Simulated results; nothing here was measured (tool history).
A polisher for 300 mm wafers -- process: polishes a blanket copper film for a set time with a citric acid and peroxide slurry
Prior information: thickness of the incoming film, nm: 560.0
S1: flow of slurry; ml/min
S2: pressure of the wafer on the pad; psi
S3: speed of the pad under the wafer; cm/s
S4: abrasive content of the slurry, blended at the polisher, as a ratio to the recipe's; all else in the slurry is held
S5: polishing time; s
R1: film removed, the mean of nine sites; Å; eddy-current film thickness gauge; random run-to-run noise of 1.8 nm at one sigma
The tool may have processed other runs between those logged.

run,hour,S1,S2,S3,S4,S5,R1
1,0.0,170,2.2,110,1.00,59,970.98
2,4.5,170,2.2,110,1.00,62,1028.90
3,10.2,175,2.4,110,1.00,62,1101.50
4,13.2,175,2.4,110,0.85,62,1064.30
5,18.2,175,2.6,112,0.85,62,1150.10
# hour 19.8: worn pad replaced by a new one
6,19.8,175,2.1,112,0.85,62,1052.30
7,23.4,180,2.3,116,0.85,62,1137.90
8,28.0,190,2.5,118,0.85,62,1243.10
9,34.3,200,2.7,118,0.85,62,1322.10
10,35.4,205,2.8,118,0.85,62,1367.70

The next listed run, before its measurement:
11,43.2,210,2.9,118,0.85,62,?

{"run 11": {"R1": 1418.2}}
